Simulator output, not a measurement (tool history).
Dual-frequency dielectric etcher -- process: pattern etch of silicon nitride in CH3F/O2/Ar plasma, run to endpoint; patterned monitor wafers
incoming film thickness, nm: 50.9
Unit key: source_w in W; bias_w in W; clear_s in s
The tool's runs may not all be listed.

run,hour,source_w,bias_w,clear_s
1,0,480,75,66.027
2,3.8,560,75,60.116
3,9.6,500,69,66.443
4,11.9,460,69,69.267
5,19.7,460,75,68.147
6,21,460,65,71.317

Estimate the outcome of run 7 from the log above:
7,29.9,430,61,?

For run 7 the tool returned clear_s 75.956 s.

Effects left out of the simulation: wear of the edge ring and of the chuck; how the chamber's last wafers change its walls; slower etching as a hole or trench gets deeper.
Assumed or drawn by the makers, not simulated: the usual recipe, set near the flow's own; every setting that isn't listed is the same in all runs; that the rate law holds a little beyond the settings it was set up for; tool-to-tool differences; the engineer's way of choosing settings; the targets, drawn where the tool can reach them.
